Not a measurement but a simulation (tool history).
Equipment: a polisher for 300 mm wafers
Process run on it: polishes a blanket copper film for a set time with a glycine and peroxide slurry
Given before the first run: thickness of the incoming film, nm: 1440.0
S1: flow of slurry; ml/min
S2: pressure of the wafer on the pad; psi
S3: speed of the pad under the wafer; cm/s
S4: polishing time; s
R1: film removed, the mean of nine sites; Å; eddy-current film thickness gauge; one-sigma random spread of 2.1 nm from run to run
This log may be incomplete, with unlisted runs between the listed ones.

| run | hour | S1 | S2 | S3 | S4 | R1 |
|---|---|---|---|---|---|---|
| 1 | 0 | 320 | 1.8 | 122 | 43 | 1778.4 |
| 2 | 7.3 | 395 | 1.8 | 122 | 43 | 1840.7 |
| 3 | 12.8 | 450 | 1.8 | 122 | 43 | 1835.8 |
| 4 | 19.2 | 450 | 1.5 | 122 | 43 | 1606 |
| 5 | 22.3 | 450 | 1.7 | 122 | 43 | 1728.2 |
| 6 | 24.7 | 450 | 1.8 | 122 | 43 | 1827.5 |
| 7 | 28.3 | 450 | 1.9 | 122 | 43 | 1932.6 |

Run 8, settings as shown, results not yet in. Your forecast:
| 8 | 35.3 | 450 | 2 | 122 | 43 | ? |

Run 8 measured R1 1988.9 Å.
